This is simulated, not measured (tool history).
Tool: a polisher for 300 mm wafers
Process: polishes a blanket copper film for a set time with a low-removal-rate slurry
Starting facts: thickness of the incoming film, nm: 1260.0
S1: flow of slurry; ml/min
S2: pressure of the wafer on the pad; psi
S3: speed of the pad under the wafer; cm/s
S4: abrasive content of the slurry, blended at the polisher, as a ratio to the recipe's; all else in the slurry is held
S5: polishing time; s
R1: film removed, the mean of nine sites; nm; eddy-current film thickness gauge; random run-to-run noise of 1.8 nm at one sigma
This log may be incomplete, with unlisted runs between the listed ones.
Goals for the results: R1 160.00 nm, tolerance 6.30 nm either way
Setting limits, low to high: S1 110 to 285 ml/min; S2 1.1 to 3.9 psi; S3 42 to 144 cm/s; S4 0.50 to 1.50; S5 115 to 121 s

run	hour	S1	S2	S3	S4	S5	R1
1	0.0	180	2.5	92	1.00	115	310.58
2	5.4	180	2.5	92	1.00	115	312.26
3	6.3	180	2.2	90	1.00	115	267.96
4	8.7	180	2.2	90	1.15	115	276.67
5	17.6	220	2.2	90	1.15	115	282.22
6	24.3	220	1.9	90	1.15	115	246.69
7	30.4	220	1.7	88	1.15	115	215.90
8	31.5	205	1.1	86	1.15	115	137.46
9	34.2	215	1.1	86	1.15	115	137.47
10	36.9	220	1.1	86	1.15	115	136.87
11	39.5	220	1.2	86	1.15	115	151.70

4 candidate next runs follow, results not yet known. Just one meets every target within its allowed miss. Identify it.
A	42.1	205	1.5	66	1.10	118	?
B	42.1	265	1.3	84	1.05	115	?
C	42.1	210	1.3	74	1.20	119	?
D	42.1	180	1.1	92	1.05	115	?

move	R1
A	145.64
B	159.79
C	146.24
D	141.76
A: misses by more than the last run did
B: every result lands within tolerance
C: misses by more than the last run did
D: misses by more than the last run did
B meets every target.
